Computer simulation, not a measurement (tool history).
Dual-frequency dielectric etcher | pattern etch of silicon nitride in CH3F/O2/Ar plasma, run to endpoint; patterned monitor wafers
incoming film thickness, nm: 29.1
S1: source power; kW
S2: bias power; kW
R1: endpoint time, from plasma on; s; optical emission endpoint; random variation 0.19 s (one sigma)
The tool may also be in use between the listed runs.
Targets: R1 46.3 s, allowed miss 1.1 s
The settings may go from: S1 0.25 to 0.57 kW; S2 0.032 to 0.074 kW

run  hour    S1     S2      R1
  1     0  0.41  0.053  41.129
  2   0.6  0.35  0.053  43.821
  3   5.5  0.34  0.053  44.328
  4  10.1  0.34  0.058  42.616
  5  15.4  0.34  0.067  40.344
       23  -- source power generator calibrated
  6    23  0.31  0.065  43.114
  7  29.6   0.3  0.065  43.693
  8  31.8   0.3  0.065  43.681
  9  36.4  0.29  0.065  43.753

Which of these 4 next moves meets every target?
  A    41  0.32  0.074   ?
  B    41  0.25  0.058   ?
  C    41   0.3  0.055   ?
  D    41  0.31  0.071   ?

move      R1
   A  40.217
   B  48.771
   C  46.477
   D  41.394
A: further off than the last run
B: takes the result that was furthest off past its target
C: meets every target
D: further off than the last run
The right move is C.
